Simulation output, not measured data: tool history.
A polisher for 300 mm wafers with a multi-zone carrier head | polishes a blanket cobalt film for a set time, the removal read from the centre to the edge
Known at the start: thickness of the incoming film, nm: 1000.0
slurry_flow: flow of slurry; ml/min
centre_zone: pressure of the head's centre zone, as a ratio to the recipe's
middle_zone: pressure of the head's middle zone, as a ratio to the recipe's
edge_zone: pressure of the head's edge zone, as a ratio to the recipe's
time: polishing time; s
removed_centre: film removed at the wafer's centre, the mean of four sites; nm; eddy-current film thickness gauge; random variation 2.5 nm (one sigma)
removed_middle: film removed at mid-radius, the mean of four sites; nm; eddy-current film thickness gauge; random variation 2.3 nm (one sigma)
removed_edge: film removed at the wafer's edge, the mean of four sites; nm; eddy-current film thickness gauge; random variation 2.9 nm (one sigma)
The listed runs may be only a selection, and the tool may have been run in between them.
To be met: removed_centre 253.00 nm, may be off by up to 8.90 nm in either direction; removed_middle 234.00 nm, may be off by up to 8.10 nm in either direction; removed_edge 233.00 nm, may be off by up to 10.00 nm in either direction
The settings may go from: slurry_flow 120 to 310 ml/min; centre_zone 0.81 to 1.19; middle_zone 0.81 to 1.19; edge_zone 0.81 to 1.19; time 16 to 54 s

run,hour,slurry_flow,centre_zone,middle_zone,edge_zone,time,removed_centre,removed_middle,removed_edge
1,0.0,200,1.00,1.00,1.00,35,182.10,180.38,181.67
2,6.4,200,0.92,1.00,1.00,35,171.14,182.71,177.58
3,11.9,200,0.88,1.00,1.00,35,163.40,184.20,177.77
4,20.0,210,0.95,1.03,1.03,36,181.48,195.55,185.06
5,23.9,210,0.99,1.03,1.04,38,199.68,200.86,198.40
6,32.6,210,0.99,1.03,0.97,38,196.60,206.11,188.08
7,37.2,220,1.02,1.04,1.01,39,213.06,214.52,198.04
8,38.5,225,1.03,1.04,1.04,40,222.60,216.78,210.15

Which single option among these 4 for the next run brings every result within its allowed miss of target? Just one does.
A,39.8,230,1.02,1.09,1.03,35,?,?,?
B,39.8,270,1.14,1.14,0.85,40,?,?,?
C,39.8,235,0.88,1.15,0.98,37,?,?,?
D,39.8,200,1.09,1.03,1.09,44,?,?,?

move,removed_centre,removed_middle,removed_edge
A,194.15,200.99,178.58
B,252.28,242.69,193.51
C,178.51,222.92,185.64
D,255.05,236.73,226.41
A: the biggest miss grows against the last run
B: meets the target for the result that was furthest off, but another lies outside its allowed miss
C: the biggest miss grows against the last run
D: every result within its allowed miss
So the answer is move D, the one that meets all the targets.
